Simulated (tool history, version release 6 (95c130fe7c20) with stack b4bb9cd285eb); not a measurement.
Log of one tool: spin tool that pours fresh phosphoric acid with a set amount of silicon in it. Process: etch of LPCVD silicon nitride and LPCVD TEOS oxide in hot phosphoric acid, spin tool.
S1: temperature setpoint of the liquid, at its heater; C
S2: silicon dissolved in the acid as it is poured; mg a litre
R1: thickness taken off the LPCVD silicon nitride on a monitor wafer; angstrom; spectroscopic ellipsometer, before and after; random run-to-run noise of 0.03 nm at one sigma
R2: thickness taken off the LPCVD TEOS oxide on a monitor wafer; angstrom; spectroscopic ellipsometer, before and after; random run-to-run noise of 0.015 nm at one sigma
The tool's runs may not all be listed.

Run 1, hour 0.0: S1 159.0 C, S2 13.5 mg a litre, time under the liquid (s) 140. Result: R1 113.670 angstrom, R2 3.3334 angstrom.
Run 2, hour 0.8: S1 159.0 C, S2 13.5 mg a litre, time under the liquid (s) 175. Result: R1 141.740 angstrom, R2 3.9736 angstrom.
Run 3, hour 8.7: S1 158.5 C, S2 16.0 mg a litre, time under the liquid (s) 160. Result: R1 126.160 angstrom, R2 3.4353 angstrom.
Run 4, hour 14.9: S1 158.5 C, S2 16.0 mg a litre, time under the liquid (s) 190. Result: R1 150.550 angstrom, R2 4.7764 angstrom.
Run 5, hour 17.2: S1 158.5 C, S2 9.5 mg a litre, time under the liquid (s) 190. Result: R1 150.370 angstrom, R2 5.6034 angstrom.
Run 6, hour 18.2: S1 158.5 C, S2 9.5 mg a litre, time under the liquid (s) 155. Result: R1 122.850 angstrom, R2 3.8650 angstrom.
Run 7, hour 26.7: S1 158.5 C, S2 9.5 mg a litre, time under the liquid (s) 155. Result: R1 123.670 angstrom, R2 4.2938 angstrom.
Run 8, hour 34.0: S1 158.0 C, S2 12.5 mg a litre, time under the liquid (s) 145. Result: R1 113.040 angstrom, R2 3.6785 angstrom.
Run 9, hour 37.4: S1 158.0 C, S2 16.0 mg a litre, time under the liquid (s) 135. Result: R1 105.730 angstrom, R2 3.0407 angstrom.
At hour 40.3: thermometer replaced.
Run 10, hour 40.3: S1 158.0 C, S2 19.0 mg a litre, time under the liquid (s) 130. Result: R1 97.908 angstrom, R2 2.7043 angstrom.
Run 11, hour 41.6: S1 158.0 C, S2 21.5 mg a litre, time under the liquid (s) 125. Result: R1 93.514 angstrom, R2 2.1407 angstrom.
Run 12, hour 50.4: S1 157.5 C, S2 22.5 mg a litre, time under the liquid (s) 125. Result: R1 92.582 angstrom, R2 1.8493 angstrom.
Run 13, hour 56.0: S1 157.5 C, S2 22.5 mg a litre, time under the liquid (s) 120. Result: R1 89.102 angstrom, R2 1.9078 angstrom.
Run 14, hour 57.7: S1 157.5 C, S2 23.0 mg a litre, time under the liquid (s) 120. Result: R1 88.641 angstrom, R2 1.6833 angstrom.
Run 15, hour 60.1: S1 157.5 C, S2 22.5 mg a litre, time under the liquid (s) 120. Result: R1 88.004 angstrom, R2 1.9970 angstrom.
Run 16, hour 67.3: S1 157.5 C, S2 23.5 mg a litre, time under the liquid (s) 120. Result: R1 88.570 angstrom, R2 2.0412 angstrom.
Run 17, hour 68.8: S1 157.5 C, S2 24.5 mg a litre, time under the liquid (s) 120. Result: R1 88.903 angstrom, R2 1.6778 angstrom.
Run 18, hour 69.9: S1 156.5 C, S2 22.5 mg a litre, time under the liquid (s) 110. Result: R1 78.468 angstrom, R2 1.5198 angstrom.
Run 19, hour 75.6: S1 157.0 C, S2 23.0 mg a litre, time under the liquid (s) 110. Result: R1 79.635 angstrom, R2 1.6702 angstrom.
Run 20, hour 79.3: S1 157.0 C, S2 23.5 mg a litre, time under the liquid (s) 110. Result: R1 79.372 angstrom, R2 1.8469 angstrom.
Run 21, hour 87.2: S1 157.0 C, S2 24.0 mg a litre, time under the liquid (s) 110. Result: R1 79.470 angstrom, R2 1.6783 angstrom.
Run 22, hour 92.5: S1 157.0 C, S2 24.5 mg a litre, time under the liquid (s) 110. Result: R1 79.746 angstrom, R2 1.4260 angstrom.
Run 23, hour 95.6: S1 157.0 C, S2 24.0 mg a litre, time under the liquid (s) 110. Result: R1 79.797 angstrom, R2 1.6290 angstrom.

Forecast run 24:
Run 24, hour 104.2: S1 157.0 C, S2 24.5 mg a litre, time under the liquid (s) 110. Result: R1 ?, R2 ?.

R1: 79.078 angstrom
R2: 1.4858 angstrom

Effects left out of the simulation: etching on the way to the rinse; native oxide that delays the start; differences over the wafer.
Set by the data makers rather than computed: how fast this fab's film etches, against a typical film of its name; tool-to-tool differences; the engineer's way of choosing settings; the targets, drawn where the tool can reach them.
